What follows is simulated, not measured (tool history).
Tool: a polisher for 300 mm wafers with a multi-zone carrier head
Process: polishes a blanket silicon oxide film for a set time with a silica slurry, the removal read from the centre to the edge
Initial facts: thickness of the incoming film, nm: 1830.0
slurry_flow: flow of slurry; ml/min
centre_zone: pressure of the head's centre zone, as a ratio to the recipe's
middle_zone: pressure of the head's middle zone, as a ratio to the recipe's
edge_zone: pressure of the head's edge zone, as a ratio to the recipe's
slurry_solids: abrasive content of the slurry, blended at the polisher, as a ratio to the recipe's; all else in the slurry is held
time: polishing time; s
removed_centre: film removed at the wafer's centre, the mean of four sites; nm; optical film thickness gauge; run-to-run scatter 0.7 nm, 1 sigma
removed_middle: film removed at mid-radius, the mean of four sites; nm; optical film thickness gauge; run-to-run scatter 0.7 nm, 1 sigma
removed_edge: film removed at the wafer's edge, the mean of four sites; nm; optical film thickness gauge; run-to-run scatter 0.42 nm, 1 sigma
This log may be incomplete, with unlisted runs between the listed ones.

| run | hour | slurry_flow | centre_zone | middle_zone | edge_zone | slurry_solids | time | removed_centre | removed_middle | removed_edge |
|---|---|---|---|---|---|---|---|---|---|---|
| 1 | 0.0 | 205 | 1.00 | 1.00 | 1.00 | 1.00 | 55 | 115.540 | 114.370 | 114.300 |
| 2 | 3.2 | 205 | 1.06 | 1.00 | 1.00 | 1.00 | 55 | 119.470 | 112.310 | 114.320 |
| 3 | 8.6 | 195 | 1.03 | 0.99 | 0.98 | 0.90 | 53 | 105.030 | 100.660 | 100.530 |
| 4 | 12.1 | 150 | 1.03 | 0.99 | 0.98 | 0.90 | 53 | 101.090 | 97.161 | 98.906 |
| 5 | 19.0 | 150 | 1.00 | 0.98 | 0.96 | 0.80 | 52 | 88.332 | 88.181 | 89.141 |
| 6 | 26.0 | 155 | 0.99 | 0.97 | 0.94 | 0.75 | 52 | 84.813 | 81.782 | 82.918 |
| 7 | 31.7 | 155 | 0.96 | 0.97 | 0.92 | 0.75 | 52 | 82.867 | 81.790 | 83.174 |

What will run 8 give?
| 8 | 33.7 | 155 | 0.94 | 0.98 | 0.90 | 0.70 | 52 | ? | ? | ? |

{"run 8": {"removed_centre": 77.145, "removed_middle": 79.713, "removed_edge": 78.848}}

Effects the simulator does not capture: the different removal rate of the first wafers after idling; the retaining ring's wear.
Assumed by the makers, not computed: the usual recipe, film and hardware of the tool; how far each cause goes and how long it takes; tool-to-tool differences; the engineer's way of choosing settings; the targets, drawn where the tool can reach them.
